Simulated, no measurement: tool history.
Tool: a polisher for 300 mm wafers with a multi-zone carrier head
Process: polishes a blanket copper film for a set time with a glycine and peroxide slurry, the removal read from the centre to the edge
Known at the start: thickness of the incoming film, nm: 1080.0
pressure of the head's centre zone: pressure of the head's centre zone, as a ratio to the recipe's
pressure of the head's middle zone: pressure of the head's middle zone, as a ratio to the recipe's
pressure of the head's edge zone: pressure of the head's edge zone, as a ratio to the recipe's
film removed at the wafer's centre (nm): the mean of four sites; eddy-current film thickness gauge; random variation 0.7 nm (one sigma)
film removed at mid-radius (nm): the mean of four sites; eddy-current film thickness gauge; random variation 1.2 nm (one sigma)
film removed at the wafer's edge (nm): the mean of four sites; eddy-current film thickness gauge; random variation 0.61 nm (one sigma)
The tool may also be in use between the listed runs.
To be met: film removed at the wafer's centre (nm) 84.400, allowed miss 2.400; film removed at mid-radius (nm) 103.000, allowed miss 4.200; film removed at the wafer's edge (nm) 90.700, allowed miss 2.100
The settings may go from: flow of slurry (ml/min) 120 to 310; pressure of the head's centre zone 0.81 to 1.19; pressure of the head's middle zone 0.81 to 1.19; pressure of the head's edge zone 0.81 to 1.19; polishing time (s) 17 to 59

run,hour,flow of slurry (ml/min),pressure of the head's centre zone,pressure of the head's middle zone,pressure of the head's edge zone,polishing time (s),film removed at the wafer's centre (nm),film removed at mid-radius (nm),film removed at the wafer's edge (nm)
1,0.0,200,1.00,1.00,1.00,38,144.300,143.100,138.440
2,5.7,180,1.00,1.00,1.00,38,143.120,138.700,137.040
3,8.9,180,0.98,1.01,0.98,36,130.990,133.530,126.140
4,13.4,175,0.96,1.01,0.97,35,124.530,132.620,121.550
5,17.7,175,0.96,1.08,0.97,35,124.520,134.050,124.380
6,19.4,175,0.89,1.08,0.97,35,117.700,133.910,123.420
7,22.4,170,0.88,1.07,0.96,34,110.510,133.150,117.720
8,27.0,155,0.86,0.97,0.86,26,80.900,90.450,85.433

Which of these 5 next moves meets every target?
A,31.6,180,0.91,0.85,0.88,24,?,?,?
B,31.6,135,0.84,1.10,0.81,26,?,?,?
C,31.6,135,0.83,1.03,0.84,29,?,?,?
D,31.6,120,0.95,0.81,1.12,25,?,?,?
E,31.6,195,0.92,1.19,0.81,24,?,?,?

move,film removed at the wafer's centre (nm),film removed at mid-radius (nm),film removed at the wafer's edge (nm)
A,80.598,77.022,81.959
B,75.477,95.372,81.554
C,83.185,101.080,92.507
D,78.589,70.386,89.624
E,82.900,101.060,79.477
A: further off than the last run
B: further off than the last run
C: meets every target
D: further off than the last run
E: brings the result that was furthest off to its target, and leaves another outside
Answer: C
